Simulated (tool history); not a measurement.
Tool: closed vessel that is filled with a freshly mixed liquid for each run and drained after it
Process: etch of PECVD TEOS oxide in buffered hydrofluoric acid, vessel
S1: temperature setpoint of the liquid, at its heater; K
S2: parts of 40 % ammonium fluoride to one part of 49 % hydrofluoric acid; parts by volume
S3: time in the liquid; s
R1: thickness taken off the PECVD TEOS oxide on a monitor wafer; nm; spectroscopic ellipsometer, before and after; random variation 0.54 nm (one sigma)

{"run": 1, "day": 0.0, "S1": 298.15, "S2": 14.5, "S3": 90, "R1": 81.209}
{"run": 2, "day": 0.271, "S1": 299.15, "S2": 14.5, "S3": 90, "R1": 85.698}
{"run": 3, "day": 0.629, "S1": 299.15, "S2": 18.0, "S3": 90, "R1": 69.148}
{"run": 4, "day": 0.996, "S1": 301.65, "S2": 18.0, "S3": 90, "R1": 80.567}
{"run": 5, "day": 1.358, "S1": 300.65, "S2": 18.0, "S3": 90, "R1": 76.739}
{"run": 6, "day": 1.471, "S1": 300.15, "S2": 18.0, "S3": 90, "R1": 72.513}
{"run": 7, "day": 1.633, "S1": 299.65, "S2": 18.0, "S3": 90, "R1": 71.667}
{"run": 8, "day": 2.021, "S1": 299.15, "S2": 18.0, "S3": 90, "R1": 69.73}
{"run": 9, "day": 2.375, "S1": 298.65, "S2": 18.0, "S3": 90, "R1": 67.302}
{"run": 10, "day": 2.683, "S1": 298.15, "S2": 18.0, "S3": 90, "R1": 66.451}

The next listed run, before its measurement:
{"run": 11, "day": 3.042, "S1": 297.65, "S2": 18.0, "S3": 90, "R1": "?"}

{"run 11": {"R1": 64.553}}
